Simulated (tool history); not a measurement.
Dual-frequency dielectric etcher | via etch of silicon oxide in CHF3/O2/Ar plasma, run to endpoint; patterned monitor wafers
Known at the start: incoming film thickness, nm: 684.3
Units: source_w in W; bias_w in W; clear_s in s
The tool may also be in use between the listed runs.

{"run": 1, "hour": 0.0, "source_w": 810, "bias_w": 139, "clear_s": 333.3}
{"run": 2, "hour": 5.1, "source_w": 810, "bias_w": 128, "clear_s": 339.2}
{"run": 3, "hour": 14.0, "source_w": 840, "bias_w": 129, "clear_s": 332.08}
{"run": 4, "hour": 14.6, "source_w": 840, "bias_w": 119, "clear_s": 342.03}
{"run": 5, "hour": 17.6, "source_w": 840, "bias_w": 110, "clear_s": 347.92}
{"run": 6, "hour": 24.7, "source_w": 710, "bias_w": 110, "clear_s": 372.28}

Forecast run 7:
{"run": 7, "hour": 30.8, "source_w": 760, "bias_w": 112, "clear_s": "?"}

{"run 7": {"clear_s": 360.14}}
